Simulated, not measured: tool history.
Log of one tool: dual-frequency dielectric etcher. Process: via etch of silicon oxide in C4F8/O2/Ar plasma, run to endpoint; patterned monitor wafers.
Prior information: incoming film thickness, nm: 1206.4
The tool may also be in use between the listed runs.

run,hour,source power (W),bias power (W),endpoint time (s)
1,0.0,2330,2694,192.00
2,7.5,2100,2493,206.89
3,16.3,2490,2493,196.15
4,18.9,2310,2305,201.20
# hour 24.7: wet clean of the chamber
5,24.7,2580,2305,209.46
6,31.5,2270,2305,211.49
7,39.3,2180,2178,222.72
8,47.0,2080,2133,230.07

Forecast run 9:
9,53.5,2010,2110,?

endpoint time (s): 231.49
